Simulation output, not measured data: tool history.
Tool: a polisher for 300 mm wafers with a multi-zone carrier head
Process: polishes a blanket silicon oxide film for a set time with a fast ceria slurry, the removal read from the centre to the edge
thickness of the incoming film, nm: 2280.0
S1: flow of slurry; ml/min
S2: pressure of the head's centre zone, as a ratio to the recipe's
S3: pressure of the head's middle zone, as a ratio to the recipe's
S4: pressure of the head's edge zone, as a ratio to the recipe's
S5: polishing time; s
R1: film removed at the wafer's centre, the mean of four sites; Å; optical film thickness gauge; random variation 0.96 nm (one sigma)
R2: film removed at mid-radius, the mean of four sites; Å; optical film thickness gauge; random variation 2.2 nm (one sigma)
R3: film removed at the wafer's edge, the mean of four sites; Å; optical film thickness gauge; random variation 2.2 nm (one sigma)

{"run": 1, "hour": 0.0, "S1": 210, "S2": 1.0, "S3": 1.0, "S4": 1.0, "S5": 36, "R1": 2083.0, "R2": 2111.5, "R3": 2045.9}
{"run": 2, "hour": 3.2, "S1": 195, "S2": 0.96, "S3": 0.95, "S4": 1.0, "S5": 35, "R1": 1914.6, "R2": 1914.5, "R3": 2013.9}
{"run": 3, "hour": 4.4, "S1": 190, "S2": 0.93, "S3": 0.92, "S4": 0.97, "S5": 34, "R1": 1838.5, "R2": 1857.9, "R3": 1939.2}
{"run": 4, "hour": 11.2, "S1": 185, "S2": 0.91, "S3": 0.9, "S4": 0.97, "S5": 33, "R1": 1709.7, "R2": 1767.4, "R3": 1850.8}
{"run": 5, "hour": 17.1, "S1": 175, "S2": 0.9, "S3": 0.88, "S4": 0.98, "S5": 32, "R1": 1623.8, "R2": 1628.4, "R3": 1817.5}
{"run": 6, "hour": 20.9, "S1": 175, "S2": 0.9, "S3": 0.88, "S4": 1.06, "S5": 32, "R1": 1628.0, "R2": 1694.8, "R3": 1908.1}
{"run": 7, "hour": 27.9, "S1": 170, "S2": 0.89, "S3": 0.87, "S4": 1.03, "S5": 32, "R1": 1616.1, "R2": 1638.6, "R3": 1845.9}
{"run": 8, "hour": 35.7, "S1": 160, "S2": 0.88, "S3": 0.86, "S4": 1.01, "S5": 32, "R1": 1589.3, "R2": 1591.4, "R3": 1815.3}

Run 9 comes next. What will it give?
{"run": 9, "hour": 42.3, "S1": 140, "S2": 0.84, "S3": 0.84, "S4": 0.95, "S5": 31, "R1": "?", "R2": "?", "R3": "?"}

R1: 1439.0 Å
R2: 1486.3 Å
R3: 1725.3 Å

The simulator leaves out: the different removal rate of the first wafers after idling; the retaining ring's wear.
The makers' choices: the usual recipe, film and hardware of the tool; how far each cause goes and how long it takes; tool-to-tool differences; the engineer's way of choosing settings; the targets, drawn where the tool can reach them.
